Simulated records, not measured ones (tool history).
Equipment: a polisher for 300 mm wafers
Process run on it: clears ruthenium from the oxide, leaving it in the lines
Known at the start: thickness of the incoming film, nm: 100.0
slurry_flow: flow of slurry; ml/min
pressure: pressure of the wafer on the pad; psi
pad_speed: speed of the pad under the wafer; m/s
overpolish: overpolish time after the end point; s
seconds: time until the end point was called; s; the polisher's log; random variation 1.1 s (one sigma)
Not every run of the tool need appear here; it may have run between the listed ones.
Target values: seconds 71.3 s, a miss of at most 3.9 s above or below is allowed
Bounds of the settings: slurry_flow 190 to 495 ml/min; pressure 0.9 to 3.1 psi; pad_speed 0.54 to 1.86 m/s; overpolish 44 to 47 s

run,hour,slurry_flow,pressure,pad_speed,overpolish,seconds
1,0,320,2,1.18,44,86.794
2,5.9,255,2,1.18,44,92.703
3,9,260,2,1.18,44,91.545
4,11,265,2,1.18,44,90.991
5,18.1,235,2,1.18,44,90.299
6,22.4,235,2.1,1.18,44,89.404
# hour 27.4: slurry nozzle cleaned
7,27.4,240,2.2,1.18,44,86.927
8,29.9,240,2.3,1.18,44,82.554

Exercise: of the 5 proposed moves below, exactly one satisfies all targets within the stated allowed misses. Which move is it?
A,32.4,190,2.3,1.46,47,?
B,32.4,225,2.7,1.4,47,?
C,32.4,235,2.5,1.44,44,?
D,32.4,215,2.6,1.48,47,?
E,32.4,255,2.1,1,47,?

move,seconds
A,69.202
B,62.345
C,64.317
D,61.564
E,97.34
A: every result lands within tolerance
B: takes the result that was furthest off past its target
C: takes the result that was furthest off past its target
D: takes the result that was furthest off past its target
E: misses by more than the last run did
Move A is the one to make.

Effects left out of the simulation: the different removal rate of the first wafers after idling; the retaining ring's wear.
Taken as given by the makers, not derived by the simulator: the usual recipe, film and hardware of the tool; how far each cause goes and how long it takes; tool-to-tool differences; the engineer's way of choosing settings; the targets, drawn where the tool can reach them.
